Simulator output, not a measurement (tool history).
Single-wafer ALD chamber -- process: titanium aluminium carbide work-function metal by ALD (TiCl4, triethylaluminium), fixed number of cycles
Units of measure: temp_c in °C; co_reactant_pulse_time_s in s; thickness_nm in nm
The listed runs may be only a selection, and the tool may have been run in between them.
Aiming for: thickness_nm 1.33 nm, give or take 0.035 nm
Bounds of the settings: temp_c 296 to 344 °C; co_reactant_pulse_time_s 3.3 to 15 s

Run 1, hour 0: temp_c 320 °C, co_reactant_pulse_time_s 9.15 s. Result: thickness_nm 2.1512 nm.
Run 2, hour 7.2: temp_c 320 °C, co_reactant_pulse_time_s 7.09 s. Result: thickness_nm 1.967 nm.
Run 3, hour 14.3: temp_c 313 °C, co_reactant_pulse_time_s 6.01 s. Result: thickness_nm 1.7142 nm.
Run 4, hour 19.8: temp_c 313 °C, co_reactant_pulse_time_s 4.06 s. Result: thickness_nm 0.8884 nm.
Run 5, hour 26.5: temp_c 318 °C, co_reactant_pulse_time_s 4.06 s. Result: thickness_nm 0.90357 nm.
Run 6, hour 28.7: temp_c 312 °C, co_reactant_pulse_time_s 4.27 s. Result: thickness_nm 1.0202 nm.
Run 7, hour 36.4: temp_c 309 °C, co_reactant_pulse_time_s 4.5 s. Result: thickness_nm 1.1339 nm.
Run 8, hour 39.8: temp_c 306 °C, co_reactant_pulse_time_s 4.54 s. Result: thickness_nm 1.1413 nm.
Run 9, hour 45.7: temp_c 304 °C, co_reactant_pulse_time_s 4.67 s. Result: thickness_nm 1.2086 nm.
Run 10, hour 49.4: temp_c 302 °C, co_reactant_pulse_time_s 4.72 s. Result: thickness_nm 1.2107 nm.
Run 11, hour 57.9: temp_c 314 °C, co_reactant_pulse_time_s 7.65 s. Result: thickness_nm 1.9825 nm.
Run 12, hour 63.3: temp_c 319 °C, co_reactant_pulse_time_s 7.18 s. Result: thickness_nm 1.9681 nm.
Run 13, hour 66.5: temp_c 307 °C, co_reactant_pulse_time_s 4.25 s. Result: thickness_nm 0.99214 nm.
Run 14, hour 73.5: temp_c 306 °C, co_reactant_pulse_time_s 4.59 s. Result: thickness_nm 1.1711 nm.
Run 15, hour 77: temp_c 304 °C, co_reactant_pulse_time_s 4.67 s. Result: thickness_nm 1.2002 nm.
Run 16, hour 83: temp_c 302 °C, co_reactant_pulse_time_s 4.74 s. Result: thickness_nm 1.2124 nm.
Run 17, hour 90.9: temp_c 301 °C, co_reactant_pulse_time_s 4.83 s. Result: thickness_nm 1.2596 nm.
Run 18, hour 91.4: temp_c 300 °C, co_reactant_pulse_time_s 4.87 s. Result: thickness_nm 1.2704 nm.
Run 19, hour 99.6: temp_c 299 °C, co_reactant_pulse_time_s 4.91 s. Result: thickness_nm 1.2774 nm.
Run 20, hour 108.2: temp_c 298 °C, co_reactant_pulse_time_s 4.95 s. Result: thickness_nm 1.2959 nm.

Which single option among these 4 for the next run brings every result within its allowed miss of target? Just one does.
Run A, hour 116.8: temp_c 311 °C, co_reactant_pulse_time_s 4.67 s. Result: thickness_nm ?.
Run B, hour 116.8: temp_c 300 °C, co_reactant_pulse_time_s 4.78 s. Result: thickness_nm ?.
Run C, hour 116.8: temp_c 296 °C, co_reactant_pulse_time_s 5.04 s. Result: thickness_nm ?.
Run D, hour 116.8: temp_c 299 °C, co_reactant_pulse_time_s 4.83 s. Result: thickness_nm ?.

move  thickness_nm
   A        1.2321
   B        1.2325
   C        1.3194
   D        1.2495
A: misses by more than the last run did
B: misses by more than the last run did
C: meets every target
D: misses by more than the last run did
The move that meets every target is C.

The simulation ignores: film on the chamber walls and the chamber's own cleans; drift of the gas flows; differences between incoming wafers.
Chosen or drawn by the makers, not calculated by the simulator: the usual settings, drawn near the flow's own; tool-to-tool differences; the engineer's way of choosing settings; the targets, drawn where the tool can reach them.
